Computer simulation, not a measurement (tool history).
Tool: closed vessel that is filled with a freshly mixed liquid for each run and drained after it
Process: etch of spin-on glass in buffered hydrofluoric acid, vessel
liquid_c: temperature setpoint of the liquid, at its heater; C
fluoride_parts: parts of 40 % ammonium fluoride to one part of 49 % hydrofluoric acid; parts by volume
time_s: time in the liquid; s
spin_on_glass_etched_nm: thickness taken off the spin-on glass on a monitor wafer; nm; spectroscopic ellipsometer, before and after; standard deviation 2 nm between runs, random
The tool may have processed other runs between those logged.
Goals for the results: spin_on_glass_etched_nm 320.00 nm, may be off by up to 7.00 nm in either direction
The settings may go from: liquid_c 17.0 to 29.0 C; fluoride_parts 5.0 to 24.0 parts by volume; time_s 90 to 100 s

| run | hour | liquid_c | fluoride_parts | time_s | spin_on_glass_etched_nm |
|---|---|---|---|---|---|
| 1 | 0.0 | 21.0 | 14.5 | 90 | 226.48 |
| 2 | 0.6 | 22.5 | 14.5 | 90 | 246.60 |
| 3 | 5.7 | 23.0 | 14.5 | 90 | 254.57 |
| 4 | 9.5 | 23.5 | 14.5 | 90 | 261.02 |
| 5 | 14.4 | 23.5 | 14.5 | 90 | 261.77 |
| 6 | 23.2 | 24.0 | 14.5 | 90 | 267.90 |
| 7 | 25.9 | 24.5 | 14.5 | 90 | 277.77 |
| 8 | 33.1 | 25.0 | 14.5 | 90 | 284.02 |
| 9 | 38.5 | 25.5 | 14.5 | 90 | 290.81 |
| 10 | 45.6 | 26.5 | 14.5 | 90 | 304.59 |
| 11 | 51.2 | 26.5 | 14.5 | 90 | 303.99 |

Pick the move, out of 4, that brings all results within their allowed miss; only one does.
| A | 56.8 | 24.0 | 11.5 | 90 | ? |
| B | 56.8 | 24.5 | 14.5 | 95 | ? |
| C | 56.8 | 27.0 | 15.0 | 95 | ? |
| D | 56.8 | 26.5 | 15.5 | 95 | ? |

| move | spin_on_glass_etched_nm |
|---|---|
| A | 331.01 |
| B | 286.19 |
| C | 317.23 |
| D | 298.97 |
A: the result that was furthest off in the last run now lies on the other side of its target
B: lands further from the targets than the last run did
C: in spec on every target
D: lands further from the targets than the last run did
C meets every target.
